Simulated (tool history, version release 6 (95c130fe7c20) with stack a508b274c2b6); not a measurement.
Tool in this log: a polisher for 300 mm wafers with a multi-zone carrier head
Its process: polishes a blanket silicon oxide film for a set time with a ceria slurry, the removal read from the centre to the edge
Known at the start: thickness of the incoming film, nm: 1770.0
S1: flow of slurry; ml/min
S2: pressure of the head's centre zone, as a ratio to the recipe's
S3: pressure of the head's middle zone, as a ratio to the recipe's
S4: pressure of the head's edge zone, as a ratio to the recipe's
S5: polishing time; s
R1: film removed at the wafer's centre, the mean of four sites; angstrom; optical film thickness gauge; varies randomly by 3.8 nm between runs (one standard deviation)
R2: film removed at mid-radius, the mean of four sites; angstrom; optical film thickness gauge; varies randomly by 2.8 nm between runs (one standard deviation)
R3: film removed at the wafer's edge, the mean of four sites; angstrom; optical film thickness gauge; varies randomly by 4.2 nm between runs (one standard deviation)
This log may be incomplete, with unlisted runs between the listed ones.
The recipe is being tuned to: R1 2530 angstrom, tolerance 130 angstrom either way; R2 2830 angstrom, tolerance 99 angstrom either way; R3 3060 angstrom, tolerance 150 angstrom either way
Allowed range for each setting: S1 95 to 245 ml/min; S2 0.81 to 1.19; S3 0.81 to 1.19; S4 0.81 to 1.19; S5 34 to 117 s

run  hour   S1    S2    S3    S4  S5      R1      R2      R3
  1     0  155     1     1     1  75  3068.6  3067.6  3080.7
  2   2.8  155     1     1  0.96  75  3105.8  3029.3  3094.5
  3   5.5  150  0.97  0.99  0.96  75    3001  3052.1  3126.6
  4   6.1  145  0.95  0.98  0.96  74    2935  2913.8  3048.7
  5  11.1  145  0.99  0.98  0.96  74  2991.2  2915.5  3059.8
  6    20  145  0.99  0.98  0.89  74  2941.8  2965.7  2935.2
  7  28.1  140  0.96  0.98   0.9  74  2867.6    2946  2869.1
  8    34  135  0.93  0.98  0.93  74  2713.1  2884.2  3005.3
  9  41.7  130  0.92  0.98  0.93  74  2628.8    2860  2926.6
 10  46.1  130  0.91  0.98  0.94  74    2705  2837.8    2918

Pick the move, out of 5, that brings all results within their allowed miss; only one does.
  A  50.5  125  0.97  1.04  0.87  75   ?   ?   ?
  B  50.5  120  0.84  0.96  0.97  77   ?   ?   ?
  C  50.5  120  0.94  0.89  0.91  79   ?   ?   ?
  D  50.5  130  0.95  0.97   0.9  74   ?   ?   ?
  E  50.5  145  1.02  1.05  0.84  68   ?   ?   ?

move      R1      R2      R3
   A  2845.8  2944.8  2834.3
   B  2494.6  2818.5  3019.9
   C  2865.6  2734.4  3021.4
   D  2779.7  2785.5  2856.1
   E  2825.7  2785.1  2598.6
A: misses by more than the last run did
B: every result lands within tolerance
C: misses by more than the last run did
D: misses by more than the last run did
E: misses by more than the last run did
So the answer is move B, the one that meets all the targets.
